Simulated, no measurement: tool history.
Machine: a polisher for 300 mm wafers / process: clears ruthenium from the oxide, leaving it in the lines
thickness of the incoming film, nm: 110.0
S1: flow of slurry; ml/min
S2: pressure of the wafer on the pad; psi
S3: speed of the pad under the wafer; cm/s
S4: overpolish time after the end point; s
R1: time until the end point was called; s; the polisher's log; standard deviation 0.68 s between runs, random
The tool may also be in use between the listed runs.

run  hour   S1   S2   S3  S4      R1
  1   0.0  120  1.7  118  35  94.253
  2   4.3  125  2.0  120  35  80.082
  3  11.2  125  2.0  102  35  93.531
  4  18.5  125  2.2  102  35  84.958
  5  20.6  130  2.4  110  35  72.670
  6  28.0  130  2.5  118  35  65.132
  7  29.0  130  2.6  122  35  58.604
  8  33.7  130  2.6  124  35  60.255

Run 9 comes next. What will it give?
  9  36.4  135  2.6  128  35   ?

{"run 9": {"R1": 56.995}}
